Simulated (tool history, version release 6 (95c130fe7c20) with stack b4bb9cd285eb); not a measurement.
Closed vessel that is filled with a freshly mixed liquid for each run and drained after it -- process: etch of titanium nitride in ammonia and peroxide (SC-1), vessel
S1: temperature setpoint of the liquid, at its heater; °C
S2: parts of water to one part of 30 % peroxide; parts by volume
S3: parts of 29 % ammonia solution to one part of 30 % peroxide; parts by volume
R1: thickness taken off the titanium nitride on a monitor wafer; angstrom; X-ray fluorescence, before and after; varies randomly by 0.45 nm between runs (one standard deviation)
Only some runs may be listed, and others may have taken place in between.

run 1 hour=0.0 | S1=60.0 S2=7.5 S3=0.65 time_in_the_liquid_(s)=285 | R1=546.89
run 2 hour=7.9 | S1=60.5 S2=7.5 S3=0.65 time_in_the_liquid_(s)=285 | R1=561.70
run 3 hour=15.8 | S1=60.5 S2=10.5 S3=0.65 time_in_the_liquid_(s)=285 | R1=469.21
run 4 hour=24.1 | S1=56.0 S2=10.5 S3=0.65 time_in_the_liquid_(s)=285 | R1=349.69
run 5 hour=29.7 | S1=57.5 S2=10.5 S3=0.65 time_in_the_liquid_(s)=285 | R1=391.58
run 6 hour=34.3 | S1=59.0 S2=10.5 S3=0.65 time_in_the_liquid_(s)=285 | R1=427.94
run 7 hour=35.4 | S1=67.0 S2=10.5 S3=0.65 time_in_the_liquid_(s)=285 | R1=717.84

Expected results for the next run?
run 8 hour=38.4 | S1=66.5 S2=10.5 S3=0.65 time_in_the_liquid_(s)=285 | R1=?

Run 8 measured R1 690.30 angstrom.
